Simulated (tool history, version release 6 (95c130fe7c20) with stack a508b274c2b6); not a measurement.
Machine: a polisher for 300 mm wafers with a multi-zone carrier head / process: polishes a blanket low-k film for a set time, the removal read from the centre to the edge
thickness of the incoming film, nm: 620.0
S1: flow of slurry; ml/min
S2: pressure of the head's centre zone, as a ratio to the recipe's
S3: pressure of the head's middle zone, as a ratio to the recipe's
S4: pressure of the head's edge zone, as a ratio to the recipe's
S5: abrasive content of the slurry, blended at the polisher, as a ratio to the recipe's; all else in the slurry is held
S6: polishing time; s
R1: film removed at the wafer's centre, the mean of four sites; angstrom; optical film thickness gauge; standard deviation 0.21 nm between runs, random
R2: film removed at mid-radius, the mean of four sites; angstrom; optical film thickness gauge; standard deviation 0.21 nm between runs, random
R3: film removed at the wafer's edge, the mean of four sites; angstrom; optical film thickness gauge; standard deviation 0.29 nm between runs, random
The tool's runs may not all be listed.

run,day,S1,S2,S3,S4,S5,S6,R1,R2,R3
1,0,260,1,1,1,1,75,315.43,310.1,328.78
2,0.258,260,1,1,1,1.2,75,350.71,341.09,370.31
3,0.346,260,1,1,1,1.4,75,376.61,373.49,402.75
4,0.554,260,1,1,1,1.5,75,379.89,387.91,416.27
5,0.725,255,0.95,1,0.98,1.25,69,312.6,331.19,336.97
6,0.983,250,0.92,0.98,1,1.05,65,250.94,275.09,298.01

Estimate the outcome of run 7 from the log above:
# day 1.354: slurry nozzle cleaned
7,1.354,250,0.91,0.96,0.97,0.9,63,?,?,?

{"run 7": {"R1": 231.17, "R2": 247.08, "R3": 261.53}}
